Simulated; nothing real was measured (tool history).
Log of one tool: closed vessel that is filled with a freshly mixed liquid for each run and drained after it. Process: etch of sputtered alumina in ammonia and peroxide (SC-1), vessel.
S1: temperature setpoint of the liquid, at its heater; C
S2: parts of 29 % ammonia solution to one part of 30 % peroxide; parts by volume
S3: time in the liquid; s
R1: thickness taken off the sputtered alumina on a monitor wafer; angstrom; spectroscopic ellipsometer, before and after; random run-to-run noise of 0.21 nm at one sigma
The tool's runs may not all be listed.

{"run": 1, "hour": 0.0, "S1": 61.0, "S2": 0.6, "S3": 135, "R1": 217.84}
{"run": 2, "hour": 9.2, "S1": 61.0, "S2": 0.6, "S3": 95, "R1": 153.47}
{"run": 3, "hour": 12.7, "S1": 63.0, "S2": 0.7, "S3": 105, "R1": 189.36}
{"run": 4, "hour": 20.7, "S1": 64.5, "S2": 0.6, "S3": 110, "R1": 212.8}
{"run": 5, "hour": 25.0, "S1": 66.0, "S2": 0.5, "S3": 115, "R1": 235.06}
{"run": 6, "hour": 30.1, "S1": 66.0, "S2": 0.35, "S3": 115, "R1": 230.11}
{"run": 7, "hour": 36.0, "S1": 67.0, "S2": 0.55, "S3": 120, "R1": 255.68}

Forecast run 8:
{"run": 8, "hour": 37.4, "S1": 70.0, "S2": 0.8, "S3": 135, "R1": "?"}

{"run 8": {"R1": 349.7}}

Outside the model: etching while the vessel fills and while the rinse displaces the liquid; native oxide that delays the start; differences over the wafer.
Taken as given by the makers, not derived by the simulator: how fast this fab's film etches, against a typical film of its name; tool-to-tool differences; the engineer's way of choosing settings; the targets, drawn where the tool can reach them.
